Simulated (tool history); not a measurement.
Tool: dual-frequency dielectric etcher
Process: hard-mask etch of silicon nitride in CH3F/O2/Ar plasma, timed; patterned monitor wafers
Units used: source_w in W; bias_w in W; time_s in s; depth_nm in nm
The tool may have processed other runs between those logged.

{"run": 1, "hour": 0.0, "source_w": 280, "bias_w": 75, "time_s": 291.5, "depth_nm": 151.38}
{"run": 2, "hour": 6.7, "source_w": 280, "bias_w": 86, "time_s": 291.5, "depth_nm": 157.92}
{"run": 3, "hour": 15.3, "source_w": 230, "bias_w": 86, "time_s": 291.5, "depth_nm": 145.01}
{"run": 4, "hour": 19.4, "source_w": 260, "bias_w": 86, "time_s": 291.5, "depth_nm": 153.21}
{"run": 5, "hour": 25.3, "source_w": 280, "bias_w": 86, "time_s": 291.5, "depth_nm": 159.06}
{"run": 6, "hour": 31.7, "source_w": 300, "bias_w": 86, "time_s": 291.5, "depth_nm": 162.27}
{"run": 7, "hour": 40.2, "source_w": 320, "bias_w": 87, "time_s": 291.5, "depth_nm": 167.3}

For run 8, what comes out?
{"run": 8, "hour": 41.5, "source_w": 330, "bias_w": 88, "time_s": 291.5, "depth_nm": "?"}

{"run 8": {"depth_nm": 170.77}}
